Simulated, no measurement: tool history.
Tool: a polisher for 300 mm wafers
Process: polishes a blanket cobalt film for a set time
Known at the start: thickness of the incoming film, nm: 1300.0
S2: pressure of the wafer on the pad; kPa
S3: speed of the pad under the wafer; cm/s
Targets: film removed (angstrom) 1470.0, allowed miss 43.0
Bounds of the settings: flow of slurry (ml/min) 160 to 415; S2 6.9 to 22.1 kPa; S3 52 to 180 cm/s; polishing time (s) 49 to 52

Run 1, hour 0.0: flow of slurry (ml/min) 265, S2 14.5 kPa, S3 116 cm/s, polishing time (s) 49. Result: film removed (angstrom) 2743.1.
Run 2, hour 5.0: flow of slurry (ml/min) 265, S2 11.7 kPa, S3 116 cm/s, polishing time (s) 49. Result: film removed (angstrom) 2218.3.
Run 3, hour 9.3: flow of slurry (ml/min) 265, S2 11.0 kPa, S3 116 cm/s, polishing time (s) 49. Result: film removed (angstrom) 2090.2.
Run 4, hour 18.3: flow of slurry (ml/min) 265, S2 11.0 kPa, S3 116 cm/s, polishing time (s) 49. Result: film removed (angstrom) 2099.7.
Run 5, hour 24.1: flow of slurry (ml/min) 265, S2 10.3 kPa, S3 116 cm/s, polishing time (s) 49. Result: film removed (angstrom) 1996.4.
Run 6, hour 26.6: flow of slurry (ml/min) 265, S2 9.7 kPa, S3 116 cm/s, polishing time (s) 49. Result: film removed (angstrom) 1855.9.
Run 7, hour 31.3: flow of slurry (ml/min) 265, S2 9.0 kPa, S3 116 cm/s, polishing time (s) 49. Result: film removed (angstrom) 1726.9.
Run 8, hour 37.2: flow of slurry (ml/min) 255, S2 6.9 kPa, S3 116 cm/s, polishing time (s) 49. Result: film removed (angstrom) 1331.6.
Run 9, hour 43.5: flow of slurry (ml/min) 265, S2 6.9 kPa, S3 116 cm/s, polishing time (s) 49. Result: film removed (angstrom) 1360.6.

5 next moves are on the table. One of them brings every result within its allowed miss. Which?
Run A, hour 49.8: flow of slurry (ml/min) 235, S2 8.3 kPa, S3 106 cm/s, polishing time (s) 49. Result: film removed (angstrom) ?.
Run B, hour 49.8: flow of slurry (ml/min) 250, S2 7.6 kPa, S3 118 cm/s, polishing time (s) 51. Result: film removed (angstrom) ?.
Run C, hour 49.8: flow of slurry (ml/min) 285, S2 10.3 kPa, S3 74 cm/s, polishing time (s) 52. Result: film removed (angstrom) ?.
Run D, hour 49.8: flow of slurry (ml/min) 275, S2 7.6 kPa, S3 104 cm/s, polishing time (s) 50. Result: film removed (angstrom) ?.
Run E, hour 49.8: flow of slurry (ml/min) 230, S2 8.3 kPa, S3 116 cm/s, polishing time (s) 50. Result: film removed (angstrom) ?.

move  film removed (angstrom)
   A                   1482.8
   B                   1543.5
   C                   1559.7
   D                   1394.6
   E                   1610.2
A: meets every target
B: takes the result that was furthest off past its target
C: takes the result that was furthest off past its target
D: nearer than the last run, and not there yet
E: takes the result that was furthest off past its target
Move A is the one to make.
